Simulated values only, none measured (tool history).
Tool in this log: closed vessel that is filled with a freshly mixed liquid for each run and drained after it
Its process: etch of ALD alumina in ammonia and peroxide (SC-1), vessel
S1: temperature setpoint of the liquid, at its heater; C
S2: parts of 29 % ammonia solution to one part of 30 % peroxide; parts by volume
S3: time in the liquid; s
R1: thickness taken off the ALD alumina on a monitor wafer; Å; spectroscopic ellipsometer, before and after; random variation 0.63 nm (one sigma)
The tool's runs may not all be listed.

| run | hour | S1 | S2 | S3 | R1 |
|---|---|---|---|---|---|
| 1 | 0 | 49 | 0.8 | 470 | 461.74 |
| 2 | 3.6 | 45.5 | 0.8 | 470 | 383.42 |
| 3 | 9.1 | 49 | 0.8 | 470 | 463.98 |
| 4 | 10.5 | 50 | 0.8 | 470 | 492.39 |
| 5 | 12.5 | 51 | 0.8 | 470 | 522.63 |
|  | 14.6 | new drum of ammonia solution connected |
| 6 | 14.6 | 52 | 0.8 | 470 | 551.62 |

Estimate the outcome of run 7 from the log above:
| 7 | 17.9 | 52.5 | 0.8 | 470 | ? |

R1: 562.03 Å
